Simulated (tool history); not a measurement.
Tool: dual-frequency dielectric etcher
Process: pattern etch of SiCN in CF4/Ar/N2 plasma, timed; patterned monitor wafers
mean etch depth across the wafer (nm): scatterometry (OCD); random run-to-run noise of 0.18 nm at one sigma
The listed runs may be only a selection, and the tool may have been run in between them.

| run | hour | source power (kW) | bias power (kW) | Ar flow (sccm) | CF4 flow (sccm) | etch time (s) | mean etch depth across the wafer (nm) |
|---|---|---|---|---|---|---|---|
| 1 | 0 | 0.58 | 0.098 | 124 | 60 | 57 | 66.469 |
| 2 | 6.3 | 0.54 | 0.097 | 124 | 60 | 57 | 62.602 |
| 3 | 9.1 | 0.51 | 0.096 | 124 | 60 | 57 | 60.076 |
| 4 | 16.9 | 0.58 | 0.096 | 124 | 60 | 57 | 66.041 |
| 5 | 21.2 | 0.58 | 0.096 | 141 | 60 | 57 | 64.426 |
| 6 | 24.7 | 0.58 | 0.11 | 141 | 60 | 57 | 68.438 |
| 7 | 32.2 | 0.54 | 0.109 | 141 | 60 | 57 | 64.831 |

Estimate the outcome of run 8 from the log above:
| 8 | 39.5 | 0.5 | 0.107 | 142 | 60 | 57 | ? |

{"run 8": {"mean etch depth across the wafer (nm)": 60.601}}
